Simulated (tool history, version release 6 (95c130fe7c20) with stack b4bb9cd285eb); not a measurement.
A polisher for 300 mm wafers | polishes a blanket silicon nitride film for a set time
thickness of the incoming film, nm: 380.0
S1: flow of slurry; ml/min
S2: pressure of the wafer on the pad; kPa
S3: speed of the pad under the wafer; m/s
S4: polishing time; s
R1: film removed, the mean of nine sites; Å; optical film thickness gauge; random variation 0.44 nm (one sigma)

run 1 hour=0 | S1=255 S2=15.9 S3=0.86 S4=59 | R1=643.89
run 2 hour=5.1 | S1=255 S2=14.5 S3=0.86 S4=59 | R1=606.05
run 3 hour=10.7 | S1=255 S2=13.8 S3=0.84 S4=59 | R1=563.02
run 4 hour=13.9 | S1=255 S2=13.1 S3=0.84 S4=59 | R1=545.17
-- hour=15.7 head pressure recalibrated
run 5 hour=15.7 | S1=255 S2=15.2 S3=0.84 S4=59 | R1=589.28
run 6 hour=22.9 | S1=255 S2=15.2 S3=0.84 S4=53 | R1=516.63

Forecast run 7:
run 7 hour=25.9 | S1=255 S2=14.5 S3=0.84 S4=53 | R1=?

R1: 508.12 Å

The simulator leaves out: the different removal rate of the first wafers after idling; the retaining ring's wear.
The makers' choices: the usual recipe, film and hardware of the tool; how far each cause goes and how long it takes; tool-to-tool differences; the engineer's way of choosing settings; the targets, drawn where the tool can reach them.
